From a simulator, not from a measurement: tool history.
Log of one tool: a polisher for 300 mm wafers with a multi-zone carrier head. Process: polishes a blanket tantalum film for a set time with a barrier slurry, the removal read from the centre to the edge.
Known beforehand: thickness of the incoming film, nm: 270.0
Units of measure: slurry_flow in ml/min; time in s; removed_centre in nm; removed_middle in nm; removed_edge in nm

run,day,slurry_flow,centre_zone,middle_zone,edge_zone,slurry_solids,time,removed_centre,removed_middle,removed_edge
1,0.000,155,1.00,1.00,1.00,1.00,80,98.563,90.971,91.171
2,0.096,145,1.00,0.95,0.96,0.85,72,82.861,73.073,74.694
3,0.217,135,1.00,0.91,0.93,0.75,69,77.485,65.028,66.492
4,0.292,125,0.99,0.88,0.93,0.65,67,69.342,57.963,61.489
5,0.371,125,0.99,0.88,0.88,0.65,67,69.488,58.228,59.360
6,0.533,115,0.99,0.86,0.88,0.60,67,66.194,53.665,58.815
7,0.796,120,1.00,0.85,0.82,0.50,63,58.954,48.149,49.307
8,0.854,125,1.00,0.84,0.85,0.50,63,59.494,47.955,50.943

Run 9 comes next. What will it give?
9,0.912,125,1.01,0.84,0.87,0.50,63,?,?,?

Run 9 measured removed_centre 59.452 nm, removed_middle 47.225 nm, removed_edge 51.758 nm.
